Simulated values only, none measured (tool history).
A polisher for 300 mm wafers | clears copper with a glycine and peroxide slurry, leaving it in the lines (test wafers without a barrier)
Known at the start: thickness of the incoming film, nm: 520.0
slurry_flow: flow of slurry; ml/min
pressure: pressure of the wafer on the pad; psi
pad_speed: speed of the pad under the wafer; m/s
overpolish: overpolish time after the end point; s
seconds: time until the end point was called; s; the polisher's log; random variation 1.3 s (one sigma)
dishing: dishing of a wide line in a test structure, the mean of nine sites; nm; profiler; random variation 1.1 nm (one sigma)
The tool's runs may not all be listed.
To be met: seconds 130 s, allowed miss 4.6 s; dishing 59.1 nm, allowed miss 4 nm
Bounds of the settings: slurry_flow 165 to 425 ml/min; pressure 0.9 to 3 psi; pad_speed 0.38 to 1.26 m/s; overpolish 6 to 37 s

{"run": 1, "hour": 0.0, "slurry_flow": 275, "pressure": 1.9, "pad_speed": 0.82, "overpolish": 19, "seconds": 135.76, "dishing": 40.609}
{"run": 2, "hour": 6.3, "slurry_flow": 275, "pressure": 1.9, "pad_speed": 0.82, "overpolish": 20, "seconds": 134.94, "dishing": 43.315}
{"run": 3, "hour": 10.0, "slurry_flow": 275, "pressure": 1.9, "pad_speed": 0.82, "overpolish": 21, "seconds": 134.48, "dishing": 46.219}
{"run": 4, "hour": 11.9, "slurry_flow": 275, "pressure": 1.9, "pad_speed": 0.82, "overpolish": 22, "seconds": 138.48, "dishing": 45.277}
{"run": 5, "hour": 18.4, "slurry_flow": 275, "pressure": 1.9, "pad_speed": 0.82, "overpolish": 23, "seconds": 135.88, "dishing": 47.25}
{"run": 6, "hour": 24.3, "slurry_flow": 275, "pressure": 1.9, "pad_speed": 0.64, "overpolish": 23, "seconds": 157, "dishing": 43.38}
{"run": 7, "hour": 26.2, "slurry_flow": 275, "pressure": 2, "pad_speed": 0.64, "overpolish": 24, "seconds": 153.55, "dishing": 44.847}
{"run": 8, "hour": 29.7, "slurry_flow": 275, "pressure": 2.1, "pad_speed": 0.64, "overpolish": 25, "seconds": 149.08, "dishing": 46.191}
{"run": 9, "hour": 37.7, "slurry_flow": 275, "pressure": 2.2, "pad_speed": 0.64, "overpolish": 26, "seconds": 146.08, "dishing": 48.685}
{"run": 10, "hour": 43.0, "slurry_flow": 275, "pressure": 2.3, "pad_speed": 0.64, "overpolish": 27, "seconds": 141.4, "dishing": 53.402}

Which of these 4 next moves meets every target?
{"run": "A", "hour": 48.3, "slurry_flow": 300, "pressure": 2.6, "pad_speed": 0.66, "overpolish": 29, "seconds": "?", "dishing": "?"}
{"run": "B", "hour": 48.3, "slurry_flow": 330, "pressure": 2.6, "pad_speed": 0.74, "overpolish": 27, "seconds": "?", "dishing": "?"}
{"run": "C", "hour": 48.3, "slurry_flow": 320, "pressure": 2, "pad_speed": 0.66, "overpolish": 29, "seconds": "?", "dishing": "?"}
{"run": "D", "hour": 48.3, "slurry_flow": 290, "pressure": 2.3, "pad_speed": 0.5, "overpolish": 25, "seconds": "?", "dishing": "?"}

move=A seconds=129.88 dishing=57.405
move=B seconds=120.41 dishing=57.236
move=C seconds=148.3 dishing=51.997
move=D seconds=161.63 dishing=44.212
A: meets every target
B: takes the result that was furthest off past its target
C: further off than the last run
D: further off than the last run
Move A is the one to make.
